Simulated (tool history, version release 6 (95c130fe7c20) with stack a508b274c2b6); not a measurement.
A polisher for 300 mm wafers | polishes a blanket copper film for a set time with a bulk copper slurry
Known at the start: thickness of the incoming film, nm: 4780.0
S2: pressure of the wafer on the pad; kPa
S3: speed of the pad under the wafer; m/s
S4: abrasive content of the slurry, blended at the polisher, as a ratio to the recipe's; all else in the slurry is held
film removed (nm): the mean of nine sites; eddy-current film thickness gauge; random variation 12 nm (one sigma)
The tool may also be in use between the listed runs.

Run 1, day 0: flow of slurry (ml/min) 275, S2 20.7 kPa, S3 1.08 m/s, S4 1, polishing time (s) 101. Result: film removed (nm) 1179.9.
Run 2, day 0.25: flow of slurry (ml/min) 325, S2 20.7 kPa, S3 1.08 m/s, S4 1, polishing time (s) 101. Result: film removed (nm) 1236.
Run 3, day 0.604: flow of slurry (ml/min) 315, S2 19.3 kPa, S3 1.08 m/s, S4 1, polishing time (s) 101. Result: film removed (nm) 1161.1.
Run 4, day 0.971: flow of slurry (ml/min) 315, S2 19.3 kPa, S3 1.08 m/s, S4 1, polishing time (s) 101. Result: film removed (nm) 1142.8.
Run 5, day 1.083: flow of slurry (ml/min) 305, S2 17.9 kPa, S3 1.08 m/s, S4 1, polishing time (s) 101. Result: film removed (nm) 1078.1.
Run 6, day 1.304: flow of slurry (ml/min) 340, S2 17.9 kPa, S3 1.08 m/s, S4 1, polishing time (s) 101. Result: film removed (nm) 1062.
Run 7, day 1.442: flow of slurry (ml/min) 340, S2 17.2 kPa, S3 1.08 m/s, S4 1, polishing time (s) 101. Result: film removed (nm) 1027.8.
Run 8, day 1.496: flow of slurry (ml/min) 340, S2 16.5 kPa, S3 1.08 m/s, S4 1, polishing time (s) 101. Result: film removed (nm) 995.28.

The next listed run, before its measurement:
Run 9, day 1.696: flow of slurry (ml/min) 340, S2 15.9 kPa, S3 1.08 m/s, S4 1, polishing time (s) 101. Result: film removed (nm) ?.

{"run 9": {"film removed (nm)": 965.54}}

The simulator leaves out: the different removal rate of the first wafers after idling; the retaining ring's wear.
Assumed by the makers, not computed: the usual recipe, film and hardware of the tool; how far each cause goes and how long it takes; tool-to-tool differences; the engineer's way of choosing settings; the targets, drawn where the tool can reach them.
